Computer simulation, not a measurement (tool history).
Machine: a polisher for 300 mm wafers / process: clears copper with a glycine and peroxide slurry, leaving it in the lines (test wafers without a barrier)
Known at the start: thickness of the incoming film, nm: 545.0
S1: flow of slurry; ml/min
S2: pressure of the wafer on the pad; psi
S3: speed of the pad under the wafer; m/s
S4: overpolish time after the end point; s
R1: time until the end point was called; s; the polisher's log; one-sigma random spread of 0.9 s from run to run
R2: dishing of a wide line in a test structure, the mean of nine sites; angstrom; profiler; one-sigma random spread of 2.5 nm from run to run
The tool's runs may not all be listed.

run  hour   S1   S2    S3  S4      R1      R2
  1     0  240  3.4  0.92  28  86.513  913.21
  2     3  240  3.7  0.92  30  80.774  1046.5
  3  11.9  240  3.7     1  30  76.659  1065.8
  4  18.3  240  3.7     1  37   75.95  1220.1
  5  22.7  240  3.9     1  37  72.346  1241.2
  6  28.6  240    4     1  38  69.536  1304.3
  7    35  240  4.1     1  39  69.631  1309.5
  8  40.6  240  4.2     1  40  65.221  1384.4

Expected results for the next run?
  9  44.5  240  4.3   1  41   ?   ?

{"run 9": {"R1": 65.072, "R2": 1389.3}}
